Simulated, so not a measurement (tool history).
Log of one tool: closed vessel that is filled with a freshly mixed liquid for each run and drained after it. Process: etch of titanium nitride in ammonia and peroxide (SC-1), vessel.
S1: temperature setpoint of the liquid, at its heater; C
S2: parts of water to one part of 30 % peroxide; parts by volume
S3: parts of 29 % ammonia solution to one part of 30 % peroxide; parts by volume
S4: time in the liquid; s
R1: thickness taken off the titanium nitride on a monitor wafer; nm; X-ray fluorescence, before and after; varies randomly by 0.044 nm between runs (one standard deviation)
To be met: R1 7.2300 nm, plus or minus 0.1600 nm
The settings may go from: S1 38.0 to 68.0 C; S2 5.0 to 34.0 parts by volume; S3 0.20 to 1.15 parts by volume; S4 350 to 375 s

run  hour    S1    S2    S3   S4       R1
  1   0.0  52.0  19.0  0.65  350  14.6190
  2   5.7  52.0  19.0  0.65  375  15.6730
  3   8.0  52.0  13.5  0.65  375  19.0620
  4   9.4  56.0  13.5  0.65  375  24.7400
  5  10.0  52.0  14.0  0.65  375  18.4980
  6  10.7  52.0  14.0  0.65  375  18.4170
  7  15.2  49.0  14.0  0.65  375  15.0370
  8  21.4  46.5  14.0  0.65  375  12.5020
  9  22.4  44.5  14.0  0.65  375  10.9130
     24.9  -- new drum of ammonia solution connected
 10  24.9  43.0  14.0  0.65  375  10.0410
 11  33.8  42.0  14.0  0.65  375   9.2699
 12  42.5  41.0  14.0  0.65  375   8.6746
 13  49.8  40.5  14.0  0.65  375   8.2182
 14  58.7  40.0  14.0  0.65  375   7.9200
 15  67.0  39.5  14.0  0.65  375   7.5851

Exactly one of the 5 candidate moves below puts every result within its allowed miss. Which one?
  A  75.3  40.0  14.5  0.70  375   ?
  B  75.3  39.5  15.0  0.65  365   ?
  C  75.3  41.5  14.5  0.55  350   ?
  D  75.3  38.0  10.0  0.75  365   ?
  E  75.3  42.5  16.0  0.65  350   ?

move      R1
   A  7.8792
   B  7.1619
   C  7.8722
   D  8.1201
   E  8.2730
A: further off than the last run
B: meets every target
C: further off than the last run
D: further off than the last run
E: further off than the last run
So the answer is move B, the one that meets all the targets.

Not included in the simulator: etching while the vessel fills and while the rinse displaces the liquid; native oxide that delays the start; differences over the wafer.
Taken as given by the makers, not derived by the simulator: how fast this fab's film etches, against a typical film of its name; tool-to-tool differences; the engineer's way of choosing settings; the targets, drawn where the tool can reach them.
